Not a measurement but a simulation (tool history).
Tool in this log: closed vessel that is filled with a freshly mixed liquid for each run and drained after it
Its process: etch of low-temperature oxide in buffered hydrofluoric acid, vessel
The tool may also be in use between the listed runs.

| run | day | temperature setpoint of the liquid (K) | parts of 40 % ammonium fluoride to one part of 49 % hydrofluoric acid (parts by volume) | time in the liquid (s) | thickness taken off the low-temperature oxide on a monitor wafer (nm) |
|---|---|---|---|---|---|
| 1 | 0.000 | 294.15 | 19.5 | 95 | 82.639 |
| 2 | 0.058 | 294.15 | 24.5 | 95 | 69.842 |
| 3 | 0.104 | 294.15 | 30.0 | 95 | 58.808 |
| 4 | 0.312 | 294.15 | 30.0 | 95 | 59.160 |
|  | 0.438 | hydrofluoric acid flow meter replaced |
| 5 | 0.438 | 294.65 | 30.0 | 95 | 67.574 |
| 6 | 0.521 | 294.65 | 26.5 | 95 | 74.014 |

What does the tool deliver on the next run?
| 7 | 0.612 | 294.15 | 26.5 | 95 | ? |

thickness taken off the low-temperature oxide on a monitor wafer (nm): 71.016
